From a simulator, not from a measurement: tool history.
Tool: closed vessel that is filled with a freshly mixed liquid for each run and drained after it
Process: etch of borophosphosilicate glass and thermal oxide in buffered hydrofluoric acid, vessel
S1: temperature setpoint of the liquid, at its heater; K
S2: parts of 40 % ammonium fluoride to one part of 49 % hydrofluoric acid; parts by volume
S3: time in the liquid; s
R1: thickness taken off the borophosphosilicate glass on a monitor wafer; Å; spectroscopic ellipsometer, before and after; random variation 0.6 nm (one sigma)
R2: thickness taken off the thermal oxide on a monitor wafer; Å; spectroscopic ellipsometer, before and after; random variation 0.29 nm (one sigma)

run 1 hour=0 | S1=298.15 S2=18.5 S3=60 | R1=1004 R2=435.06
run 2 hour=6.3 | S1=300.15 S2=18.5 S3=60 | R1=1122.2 R2=480.97
run 3 hour=11.1 | S1=299.15 S2=18.5 S3=60 | R1=1065.1 R2=451.47
run 4 hour=12.8 | S1=299.15 S2=16.5 S3=60 | R1=1185.1 R2=505.68
run 5 hour=15.6 | S1=299.15 S2=13 S3=60 | R1=1509.8 R2=653.62
run 6 hour=18.5 | S1=299.15 S2=9.5 S3=60 | R1=2007.5 R2=872.12
run 7 hour=24.9 | S1=298.15 S2=10.5 S3=60 | R1=1744.5 R2=748.58
run 8 hour=32.6 | S1=297.15 S2=11 S3=60 | R1=1572.1 R2=691.36
run 9 hour=36.6 | S1=296.15 S2=11.5 S3=60 | R1=1443.3 R2=629.27
run 10 hour=44.5 | S1=295.15 S2=12 S3=60 | R1=1284.1 R2=566.78

The next listed run, before its measurement:
run 11 hour=52.5 | S1=294.65 S2=12.5 S3=60 | R1=? R2=?

{"run 11": {"R1": 1215.4, "R2": 527.06}}
